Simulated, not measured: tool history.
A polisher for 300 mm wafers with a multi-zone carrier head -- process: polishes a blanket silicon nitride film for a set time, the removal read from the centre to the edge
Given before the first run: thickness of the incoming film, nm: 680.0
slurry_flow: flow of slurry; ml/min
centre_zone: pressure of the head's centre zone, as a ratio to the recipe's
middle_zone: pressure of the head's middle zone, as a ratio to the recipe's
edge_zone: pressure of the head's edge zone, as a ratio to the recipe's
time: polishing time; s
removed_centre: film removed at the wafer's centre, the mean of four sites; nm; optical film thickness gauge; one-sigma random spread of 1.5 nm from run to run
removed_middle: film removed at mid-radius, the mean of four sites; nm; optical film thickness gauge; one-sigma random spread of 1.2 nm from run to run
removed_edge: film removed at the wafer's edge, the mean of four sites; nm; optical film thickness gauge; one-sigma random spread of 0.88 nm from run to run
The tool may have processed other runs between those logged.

{"run": 1, "hour": 0.0, "slurry_flow": 230, "centre_zone": 1.0, "middle_zone": 1.0, "edge_zone": 1.0, "time": 63, "removed_centre": 96.206, "removed_middle": 94.557, "removed_edge": 95.894}
{"run": 2, "hour": 5.0, "slurry_flow": 230, "centre_zone": 1.0, "middle_zone": 1.0, "edge_zone": 1.07, "time": 63, "removed_centre": 96.422, "removed_middle": 95.643, "removed_edge": 97.747}
{"run": 3, "hour": 13.4, "slurry_flow": 230, "centre_zone": 1.0, "middle_zone": 1.0, "edge_zone": 1.07, "time": 71, "removed_centre": 106.48, "removed_middle": 105.66, "removed_edge": 111.79}
{"run": 4, "hour": 17.6, "slurry_flow": 230, "centre_zone": 1.0, "middle_zone": 1.0, "edge_zone": 1.07, "time": 63, "removed_centre": 95.15, "removed_middle": 93.398, "removed_edge": 99.425}
{"run": 5, "hour": 22.2, "slurry_flow": 230, "centre_zone": 1.05, "middle_zone": 1.0, "edge_zone": 1.07, "time": 63, "removed_centre": 100.13, "removed_middle": 95.221, "removed_edge": 98.076}
{"run": 6, "hour": 27.2, "slurry_flow": 230, "centre_zone": 1.0, "middle_zone": 1.0, "edge_zone": 1.07, "time": 63, "removed_centre": 96.818, "removed_middle": 94.749, "removed_edge": 97.557}
{"run": 7, "hour": 32.7, "slurry_flow": 255, "centre_zone": 1.06, "middle_zone": 1.03, "edge_zone": 1.05, "time": 64, "removed_centre": 103.25, "removed_middle": 101.5, "removed_edge": 99.83}

The next listed run, before its measurement:
{"run": 8, "hour": 40.4, "slurry_flow": 265, "centre_zone": 1.1, "middle_zone": 1.03, "edge_zone": 1.04, "time": 65, "removed_centre": "?", "removed_middle": "?", "removed_edge": "?"}

removed_centre: 111.660 nm
removed_middle: 102.780 nm
removed_edge: 101.400 nm
